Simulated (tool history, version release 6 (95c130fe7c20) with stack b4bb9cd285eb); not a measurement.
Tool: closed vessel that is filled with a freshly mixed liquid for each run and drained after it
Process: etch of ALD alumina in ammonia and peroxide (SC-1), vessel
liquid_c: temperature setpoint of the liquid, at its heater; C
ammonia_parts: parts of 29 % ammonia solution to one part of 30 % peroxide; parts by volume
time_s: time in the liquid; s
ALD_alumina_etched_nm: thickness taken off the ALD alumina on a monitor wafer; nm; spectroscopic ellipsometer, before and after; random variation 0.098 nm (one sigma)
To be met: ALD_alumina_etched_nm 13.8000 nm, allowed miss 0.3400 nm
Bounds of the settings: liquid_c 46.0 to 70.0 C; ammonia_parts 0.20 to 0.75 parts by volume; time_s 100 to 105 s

run 1 hour=0.0 | liquid_c=62.0 ammonia_parts=0.45 time_s=100 | ALD_alumina_etched_nm=9.3905
run 2 hour=5.4 | liquid_c=62.0 ammonia_parts=0.45 time_s=105 | ALD_alumina_etched_nm=9.8656
run 3 hour=7.0 | liquid_c=62.0 ammonia_parts=0.55 time_s=105 | ALD_alumina_etched_nm=9.9880
run 4 hour=15.7 | liquid_c=62.0 ammonia_parts=0.55 time_s=100 | ALD_alumina_etched_nm=9.6123
run 5 hour=23.2 | liquid_c=59.5 ammonia_parts=0.55 time_s=100 | ALD_alumina_etched_nm=8.3387
run 6 hour=25.6 | liquid_c=59.5 ammonia_parts=0.55 time_s=100 | ALD_alumina_etched_nm=8.3511
run 7 hour=26.2 | liquid_c=61.5 ammonia_parts=0.55 time_s=100 | ALD_alumina_etched_nm=9.3028
run 8 hour=28.6 | liquid_c=61.5 ammonia_parts=0.55 time_s=100 | ALD_alumina_etched_nm=9.1803
run 9 hour=29.3 | liquid_c=63.0 ammonia_parts=0.55 time_s=100 | ALD_alumina_etched_nm=9.9208
run 10 hour=32.9 | liquid_c=64.5 ammonia_parts=0.55 time_s=100 | ALD_alumina_etched_nm=10.7110
run 11 hour=38.1 | liquid_c=65.5 ammonia_parts=0.55 time_s=100 | ALD_alumina_etched_nm=11.4310
run 12 hour=45.8 | liquid_c=66.0 ammonia_parts=0.55 time_s=100 | ALD_alumina_etched_nm=11.5860
run 13 hour=52.1 | liquid_c=66.5 ammonia_parts=0.55 time_s=100 | ALD_alumina_etched_nm=11.8380
run 14 hour=57.2 | liquid_c=67.0 ammonia_parts=0.55 time_s=100 | ALD_alumina_etched_nm=12.1120
run 15 hour=59.3 | liquid_c=67.5 ammonia_parts=0.55 time_s=100 | ALD_alumina_etched_nm=12.5740
run 16 hour=60.3 | liquid_c=68.0 ammonia_parts=0.55 time_s=100 | ALD_alumina_etched_nm=12.8280
run 17 hour=64.3 | liquid_c=68.5 ammonia_parts=0.55 time_s=100 | ALD_alumina_etched_nm=13.1070
run 18 hour=66.0 | liquid_c=69.0 ammonia_parts=0.55 time_s=100 | ALD_alumina_etched_nm=13.4610
run 19 hour=69.4 | liquid_c=69.0 ammonia_parts=0.55 time_s=100 | ALD_alumina_etched_nm=13.3770

5 next moves are on the table. One of them brings every result within its allowed miss. Which?
run A hour=72.8 | liquid_c=69.5 ammonia_parts=0.60 time_s=100 | ALD_alumina_etched_nm=?
run B hour=72.8 | liquid_c=68.0 ammonia_parts=0.60 time_s=100 | ALD_alumina_etched_nm=?
run C hour=72.8 | liquid_c=67.5 ammonia_parts=0.70 time_s=100 | ALD_alumina_etched_nm=?
run D hour=72.8 | liquid_c=67.5 ammonia_parts=0.65 time_s=100 | ALD_alumina_etched_nm=?
run E hour=72.8 | liquid_c=68.5 ammonia_parts=0.55 time_s=100 | ALD_alumina_etched_nm=?

move=A ALD_alumina_etched_nm=13.8470
move=B ALD_alumina_etched_nm=12.8770
move=C ALD_alumina_etched_nm=12.7510
move=D ALD_alumina_etched_nm=12.6630
move=E ALD_alumina_etched_nm=13.0860
A: meets every target
B: further off than the last run
C: further off than the last run
D: further off than the last run
E: further off than the last run
The right move is A.
